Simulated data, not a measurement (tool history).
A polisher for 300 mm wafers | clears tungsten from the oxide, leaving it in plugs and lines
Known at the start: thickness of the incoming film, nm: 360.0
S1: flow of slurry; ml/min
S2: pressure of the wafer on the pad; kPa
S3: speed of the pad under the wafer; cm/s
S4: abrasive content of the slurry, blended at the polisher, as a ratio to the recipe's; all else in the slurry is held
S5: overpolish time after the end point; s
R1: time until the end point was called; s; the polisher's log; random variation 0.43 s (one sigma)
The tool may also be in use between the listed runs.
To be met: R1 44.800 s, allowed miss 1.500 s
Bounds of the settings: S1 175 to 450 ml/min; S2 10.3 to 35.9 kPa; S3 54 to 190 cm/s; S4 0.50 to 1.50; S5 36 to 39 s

| run | hour | S1 | S2 | S3 | S4 | S5 | R1 |
|---|---|---|---|---|---|---|---|
| 1 | 0.0 | 290 | 22.8 | 122 | 1.00 | 36 | 73.093 |
| 2 | 1.4 | 290 | 24.8 | 122 | 1.00 | 36 | 67.405 |
| 3 | 5.2 | 290 | 24.8 | 122 | 1.10 | 36 | 66.504 |
| 4 | 10.9 | 290 | 27.6 | 122 | 1.10 | 36 | 59.922 |
| 5 | 11.8 | 335 | 27.6 | 122 | 1.10 | 36 | 59.110 |
| 6 | 13.5 | 335 | 29.6 | 122 | 1.10 | 36 | 55.466 |
| 7 | 16.8 | 335 | 31.0 | 122 | 1.10 | 36 | 53.763 |
| 8 | 18.5 | 335 | 32.4 | 124 | 1.10 | 36 | 51.028 |

5 next moves are on the table. One of them brings every result within its allowed miss. Which?
| A | 20.2 | 270 | 33.1 | 100 | 1.15 | 36 | ? |
| B | 20.2 | 335 | 28.3 | 114 | 1.05 | 36 | ? |
| C | 20.2 | 390 | 32.4 | 108 | 1.05 | 36 | ? |
| D | 20.2 | 380 | 35.2 | 130 | 1.05 | 36 | ? |
| E | 20.2 | 360 | 35.2 | 138 | 1.20 | 36 | ? |

| move | R1 |
|---|---|
| A | 62.794 |
| B | 63.885 |
| C | 58.837 |
| D | 45.739 |
| E | 41.880 |
A: further off than the last run
B: further off than the last run
C: further off than the last run
D: meets every target
E: takes the result that was furthest off past its target
The right move is D.

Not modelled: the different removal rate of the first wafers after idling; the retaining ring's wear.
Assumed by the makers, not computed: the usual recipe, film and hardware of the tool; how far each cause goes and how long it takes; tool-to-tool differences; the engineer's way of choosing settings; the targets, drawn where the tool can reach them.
